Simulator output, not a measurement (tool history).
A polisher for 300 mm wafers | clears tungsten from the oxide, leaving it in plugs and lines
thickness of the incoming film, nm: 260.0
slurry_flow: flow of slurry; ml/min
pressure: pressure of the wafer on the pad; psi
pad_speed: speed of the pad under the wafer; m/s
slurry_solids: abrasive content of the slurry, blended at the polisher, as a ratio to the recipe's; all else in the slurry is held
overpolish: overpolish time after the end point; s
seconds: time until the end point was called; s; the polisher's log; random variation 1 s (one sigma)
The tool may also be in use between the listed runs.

{"run": 1, "hour": 0.0, "slurry_flow": 195, "pressure": 4.2, "pad_speed": 1.22, "slurry_solids": 1.0, "overpolish": 17, "seconds": 46.378}
{"run": 2, "hour": 1.9, "slurry_flow": 150, "pressure": 4.2, "pad_speed": 1.22, "slurry_solids": 1.0, "overpolish": 17, "seconds": 49.121}
{"run": 3, "hour": 5.2, "slurry_flow": 150, "pressure": 4.2, "pad_speed": 1.44, "slurry_solids": 1.0, "overpolish": 17, "seconds": 41.963}
{"run": 4, "hour": 9.5, "slurry_flow": 150, "pressure": 4.2, "pad_speed": 1.44, "slurry_solids": 1.0, "overpolish": 18, "seconds": 40.819}
{"hour": 18.5, "done": "slurry blender recalibrated"}
{"run": 5, "hour": 18.5, "slurry_flow": 150, "pressure": 4.2, "pad_speed": 1.44, "slurry_solids": 1.2, "overpolish": 18, "seconds": 38.181}
{"run": 6, "hour": 27.0, "slurry_flow": 150, "pressure": 3.8, "pad_speed": 1.4, "slurry_solids": 1.2, "overpolish": 18, "seconds": 43.475}

Forecast run 7:
{"run": 7, "hour": 28.8, "slurry_flow": 150, "pressure": 3.4, "pad_speed": 1.38, "slurry_solids": 1.2, "overpolish": 18, "seconds": "?"}

{"run 7": {"seconds": 49.617}}
